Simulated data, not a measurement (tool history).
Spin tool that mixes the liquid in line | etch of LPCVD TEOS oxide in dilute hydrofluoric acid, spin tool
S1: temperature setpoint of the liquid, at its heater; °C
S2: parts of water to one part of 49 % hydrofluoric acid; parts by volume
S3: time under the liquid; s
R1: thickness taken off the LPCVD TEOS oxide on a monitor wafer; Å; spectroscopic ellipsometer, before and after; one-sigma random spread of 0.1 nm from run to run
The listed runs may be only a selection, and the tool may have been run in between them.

run 1 hour=0 | S1=22 S2=265 S3=330 | R1=173.7
run 2 hour=8.2 | S1=22 S2=265 S3=330 | R1=174.53
run 3 hour=16.2 | S1=19 S2=265 S3=330 | R1=155.22
run 4 hour=18.2 | S1=18.5 S2=275 S3=330 | R1=147.19
run 5 hour=26.4 | S1=18.5 S2=355 S3=330 | R1=105.04
run 6 hour=29.7 | S1=18.5 S2=275 S3=330 | R1=147.92
run 7 hour=33.9 | S1=18 S2=285 S3=330 | R1=137.1

The next listed run, before its measurement:
run 8 hour=37.6 | S1=18 S2=290 S3=330 | R1=?

R1: 135.31 Å
